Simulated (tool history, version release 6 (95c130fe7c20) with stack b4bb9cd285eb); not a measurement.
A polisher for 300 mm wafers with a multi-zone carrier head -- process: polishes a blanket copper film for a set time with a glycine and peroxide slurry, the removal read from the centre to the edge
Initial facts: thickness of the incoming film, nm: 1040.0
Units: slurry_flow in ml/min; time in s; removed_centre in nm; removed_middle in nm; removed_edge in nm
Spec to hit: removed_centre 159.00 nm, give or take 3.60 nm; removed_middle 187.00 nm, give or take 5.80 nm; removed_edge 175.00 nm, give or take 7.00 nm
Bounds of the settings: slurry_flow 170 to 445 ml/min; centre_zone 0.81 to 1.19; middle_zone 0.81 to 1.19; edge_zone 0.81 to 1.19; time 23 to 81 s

run 1 hour=0.0 | slurry_flow=285 centre_zone=1.00 middle_zone=1.00 edge_zone=1.00 time=52 | removed_centre=305.70 removed_middle=296.79 removed_edge=292.41
run 2 hour=0.8 | slurry_flow=270 centre_zone=0.95 middle_zone=1.00 edge_zone=0.97 time=46 | removed_centre=254.36 removed_middle=259.92 removed_edge=253.90
run 3 hour=8.9 | slurry_flow=270 centre_zone=0.99 middle_zone=1.00 edge_zone=0.97 time=46 | removed_centre=266.44 removed_middle=263.00 removed_edge=252.54
run 4 hour=13.6 | slurry_flow=270 centre_zone=1.03 middle_zone=1.00 edge_zone=0.97 time=46 | removed_centre=278.75 removed_middle=262.98 removed_edge=256.36
run 5 hour=20.0 | slurry_flow=255 centre_zone=0.97 middle_zone=1.00 edge_zone=0.95 time=42 | removed_centre=239.97 removed_middle=236.15 removed_edge=230.02
run 6 hour=25.4 | slurry_flow=255 centre_zone=1.01 middle_zone=1.00 edge_zone=0.95 time=42 | removed_centre=247.49 removed_middle=238.36 removed_edge=226.33
run 7 hour=32.6 | slurry_flow=240 centre_zone=0.96 middle_zone=1.01 edge_zone=0.94 time=39 | removed_centre=217.00 removed_middle=222.43 removed_edge=208.33
run 8 hour=38.8 | slurry_flow=225 centre_zone=0.92 middle_zone=1.01 edge_zone=0.93 time=38 | removed_centre=202.69 removed_middle=214.43 removed_edge=203.12
run 9 hour=41.6 | slurry_flow=215 centre_zone=0.89 middle_zone=1.01 edge_zone=0.92 time=37 | removed_centre=190.23 removed_middle=208.11 removed_edge=197.06
run 10 hour=49.9 | slurry_flow=205 centre_zone=0.87 middle_zone=1.01 edge_zone=0.91 time=36 | removed_centre=178.60 removed_middle=201.20 removed_edge=189.79

Exactly one of the 5 candidate moves below puts every result within its allowed miss. Which one?
run A hour=58.2 | slurry_flow=265 centre_zone=0.84 middle_zone=1.03 edge_zone=0.95 time=32 | removed_centre=? removed_middle=? removed_edge=?
run B hour=58.2 | slurry_flow=195 centre_zone=0.87 middle_zone=1.03 edge_zone=0.87 time=31 | removed_centre=? removed_middle=? removed_edge=?
run C hour=58.2 | slurry_flow=255 centre_zone=0.81 middle_zone=1.19 edge_zone=0.89 time=32 | removed_centre=? removed_middle=? removed_edge=?
run D hour=58.2 | slurry_flow=180 centre_zone=0.88 middle_zone=0.88 edge_zone=0.96 time=37 | removed_centre=? removed_middle=? removed_edge=?
run E hour=58.2 | slurry_flow=215 centre_zone=0.85 middle_zone=1.15 edge_zone=0.88 time=31 | removed_centre=? removed_middle=? removed_edge=?

move=A removed_centre=157.19 removed_middle=189.97 removed_edge=175.10
move=B removed_centre=153.30 removed_middle=179.31 removed_edge=159.73
move=C removed_centre=151.18 removed_middle=214.39 removed_edge=169.13
move=D removed_centre=183.41 removed_middle=186.20 removed_edge=198.84
move=E removed_centre=151.30 removed_middle=198.75 removed_edge=161.34
A: in spec on every target
B: the result that was furthest off in the last run now lies on the other side of its target
C: the result that was furthest off in the last run now lies on the other side of its target
D: lands further from the targets than the last run did
E: the result that was furthest off in the last run now lies on the other side of its target
So the answer is move A, the one that meets all the targets.

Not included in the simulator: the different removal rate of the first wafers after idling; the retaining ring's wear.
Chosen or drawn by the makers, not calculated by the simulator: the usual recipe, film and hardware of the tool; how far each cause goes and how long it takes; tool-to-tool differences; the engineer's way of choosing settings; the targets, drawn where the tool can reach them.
